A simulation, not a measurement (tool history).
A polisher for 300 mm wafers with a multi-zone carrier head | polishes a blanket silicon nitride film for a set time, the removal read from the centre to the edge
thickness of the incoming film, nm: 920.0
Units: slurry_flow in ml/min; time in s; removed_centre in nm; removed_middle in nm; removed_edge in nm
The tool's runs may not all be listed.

Run 1, hour 0.0: slurry_flow 225 ml/min, centre_zone 1.00, middle_zone 1.00, edge_zone 1.00, time 43 s. Result: removed_centre 83.557 nm, removed_middle 85.417 nm, removed_edge 83.983 nm.
Run 2, hour 4.3: slurry_flow 220 ml/min, centre_zone 0.98, middle_zone 0.98, edge_zone 0.98, time 39 s. Result: removed_centre 73.735 nm, removed_middle 76.258 nm, removed_edge 74.551 nm.
Run 3, hour 10.7: slurry_flow 220 ml/min, centre_zone 0.98, middle_zone 0.98, edge_zone 0.98, time 31 s. Result: removed_centre 58.865 nm, removed_middle 60.609 nm, removed_edge 60.359 nm.
Run 4, hour 11.5: slurry_flow 215 ml/min, centre_zone 0.96, middle_zone 0.96, edge_zone 0.96, time 30 s. Result: removed_centre 55.958 nm, removed_middle 57.713 nm, removed_edge 57.740 nm.
Run 5, hour 16.0: slurry_flow 210 ml/min, centre_zone 0.94, middle_zone 0.94, edge_zone 0.94, time 30 s. Result: removed_centre 54.585 nm, removed_middle 55.970 nm, removed_edge 55.197 nm.
Run 6, hour 23.2: slurry_flow 165 ml/min, centre_zone 0.94, middle_zone 0.94, edge_zone 0.94, time 30 s. Result: removed_centre 51.327 nm, removed_middle 53.829 nm, removed_edge 54.585 nm.
Run 7, hour 27.4: slurry_flow 160 ml/min, centre_zone 0.92, middle_zone 0.93, edge_zone 0.93, time 30 s. Result: removed_centre 49.563 nm, removed_middle 52.095 nm, removed_edge 53.731 nm.
Run 8, hour 29.5: slurry_flow 160 ml/min, centre_zone 0.91, middle_zone 0.93, edge_zone 0.91, time 30 s. Result: removed_centre 49.357 nm, removed_middle 52.780 nm, removed_edge 52.800 nm.
Run 9, hour 31.3: slurry_flow 155 ml/min, centre_zone 0.90, middle_zone 0.92, edge_zone 0.90, time 30 s. Result: removed_centre 48.090 nm, removed_middle 51.379 nm, removed_edge 53.750 nm.
Run 10, hour 37.5: slurry_flow 185 ml/min, centre_zone 0.89, middle_zone 0.94, edge_zone 0.88, time 25 s. Result: removed_centre 41.507 nm, removed_middle 45.746 nm, removed_edge 46.175 nm.
Run 11, hour 42.3: slurry_flow 190 ml/min, centre_zone 0.89, middle_zone 0.94, edge_zone 0.89, time 25 s. Result: removed_centre 41.410 nm, removed_middle 46.726 nm, removed_edge 46.386 nm.

Forecast run 12:
Run 12, hour 47.0: slurry_flow 195 ml/min, centre_zone 0.89, middle_zone 0.94, edge_zone 0.90, time 25 s. Result: removed_centre ?, removed_middle ?, removed_edge ?.

Run 12 gave removed_centre 41.671 nm, removed_middle 46.820 nm, removed_edge 46.159 nm.
